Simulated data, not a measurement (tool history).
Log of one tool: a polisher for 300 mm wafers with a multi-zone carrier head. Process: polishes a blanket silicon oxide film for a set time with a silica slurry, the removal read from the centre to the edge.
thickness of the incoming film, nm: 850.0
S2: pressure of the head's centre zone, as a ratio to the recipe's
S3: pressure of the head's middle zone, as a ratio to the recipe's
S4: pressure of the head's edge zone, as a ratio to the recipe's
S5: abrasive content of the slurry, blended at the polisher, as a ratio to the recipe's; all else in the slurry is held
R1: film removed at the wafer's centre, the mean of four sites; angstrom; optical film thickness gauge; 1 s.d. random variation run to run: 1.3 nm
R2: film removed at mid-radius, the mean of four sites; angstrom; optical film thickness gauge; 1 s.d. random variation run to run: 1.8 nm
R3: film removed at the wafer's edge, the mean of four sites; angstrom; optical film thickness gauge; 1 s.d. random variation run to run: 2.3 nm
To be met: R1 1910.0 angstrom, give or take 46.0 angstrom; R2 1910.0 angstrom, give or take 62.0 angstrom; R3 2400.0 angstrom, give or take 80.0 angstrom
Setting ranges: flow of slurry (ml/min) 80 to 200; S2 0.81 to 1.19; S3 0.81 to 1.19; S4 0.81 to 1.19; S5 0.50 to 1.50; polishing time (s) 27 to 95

{"run": 1, "day": 0.0, "flow of slurry (ml/min)": 130, "S2": 1.0, "S3": 1.0, "S4": 1.0, "S5": 1.0, "polishing time (s)": 61, "R1": 3264.3, "R2": 3189.5, "R3": 3492.2}
{"run": 2, "day": 0.183, "flow of slurry (ml/min)": 125, "S2": 0.98, "S3": 0.98, "S4": 0.99, "S5": 0.95, "polishing time (s)": 60, "R1": 2985.1, "R2": 2994.5, "R3": 3257.4}
{"run": 3, "day": 0.546, "flow of slurry (ml/min)": 125, "S2": 0.98, "S3": 1.05, "S4": 0.99, "S5": 0.95, "polishing time (s)": 60, "R1": 3001.6, "R2": 3129.0, "R3": 3249.0}
{"run": 4, "day": 0.875, "flow of slurry (ml/min)": 150, "S2": 0.98, "S3": 1.05, "S4": 0.99, "S5": 0.95, "polishing time (s)": 60, "R1": 3211.8, "R2": 3279.8, "R3": 3370.8}
{"run": 5, "day": 1.129, "flow of slurry (ml/min)": 150, "S2": 0.98, "S3": 1.05, "S4": 0.99, "S5": 0.95, "polishing time (s)": 51, "R1": 2730.9, "R2": 2824.9, "R3": 2861.3}
{"run": 6, "day": 1.496, "flow of slurry (ml/min)": 150, "S2": 0.98, "S3": 1.05, "S4": 0.99, "S5": 0.95, "polishing time (s)": 39, "R1": 2070.9, "R2": 2133.1, "R3": 2157.6}
{"run": 7, "day": 1.588, "flow of slurry (ml/min)": 145, "S2": 0.97, "S3": 1.03, "S4": 1.01, "S5": 0.95, "polishing time (s)": 39, "R1": 2006.0, "R2": 2082.4, "R3": 2214.0}
{"run": 8, "day": 1.617, "flow of slurry (ml/min)": 145, "S2": 0.97, "S3": 1.02, "S4": 1.02, "S5": 0.95, "polishing time (s)": 39, "R1": 2036.7, "R2": 2073.3, "R3": 2195.2}
{"run": 9, "day": 1.704, "flow of slurry (ml/min)": 140, "S2": 0.96, "S3": 1.01, "S4": 1.04, "S5": 0.95, "polishing time (s)": 39, "R1": 1978.4, "R2": 2062.3, "R3": 2213.0}
{"run": 10, "day": 1.725, "flow of slurry (ml/min)": 140, "S2": 0.96, "S3": 0.99, "S4": 1.06, "S5": 0.95, "polishing time (s)": 39, "R1": 1991.4, "R2": 2038.9, "R3": 2249.9}
{"day": 2.05, "done": "slurry nozzle cleaned"}
{"run": 11, "day": 2.05, "flow of slurry (ml/min)": 140, "S2": 0.96, "S3": 0.98, "S4": 1.08, "S5": 0.95, "polishing time (s)": 39, "R1": 2234.4, "R2": 2220.5, "R3": 2384.5}
{"run": 12, "day": 2.158, "flow of slurry (ml/min)": 140, "S2": 0.96, "S3": 0.98, "S4": 1.08, "S5": 0.95, "polishing time (s)": 39, "R1": 2237.6, "R2": 2173.6, "R3": 2441.2}

Of the 4 settings listed for the next run, only one would bring every result within its allowed miss of target. Which one?
{"run": "A", "day": 2.267, "flow of slurry (ml/min)": 110, "S2": 0.88, "S3": 0.95, "S4": 1.14, "S5": 1.2, "polishing time (s)": 32, "R1": "?", "R2": "?", "R3": "?"}
{"run": "B", "day": 2.267, "flow of slurry (ml/min)": 140, "S2": 0.83, "S3": 1.02, "S4": 1.0, "S5": 0.9, "polishing time (s)": 41, "R1": "?", "R2": "?", "R3": "?"}
{"run": "C", "day": 2.267, "flow of slurry (ml/min)": 115, "S2": 0.88, "S3": 0.86, "S4": 1.15, "S5": 1.05, "polishing time (s)": 36, "R1": "?", "R2": "?", "R3": "?"}
{"run": "D", "day": 2.267, "flow of slurry (ml/min)": 130, "S2": 0.89, "S3": 1.17, "S4": 1.03, "S5": 0.9, "polishing time (s)": 41, "R1": "?", "R2": "?", "R3": "?"}

move=A R1=1842.0 R2=1943.4 R3=2290.5
move=B R1=1952.6 R2=2287.7 R3=2359.4
move=C R1=1936.9 R2=1900.9 R3=2412.8
move=D R1=2063.9 R2=2501.2 R3=2365.7
A: pushes the last run's worst result past its target
B: gets the furthest-off result to its target, but another result is out of tolerance
C: every result lands within tolerance
D: lands further from the targets than the last run did
Move C is the one to make.

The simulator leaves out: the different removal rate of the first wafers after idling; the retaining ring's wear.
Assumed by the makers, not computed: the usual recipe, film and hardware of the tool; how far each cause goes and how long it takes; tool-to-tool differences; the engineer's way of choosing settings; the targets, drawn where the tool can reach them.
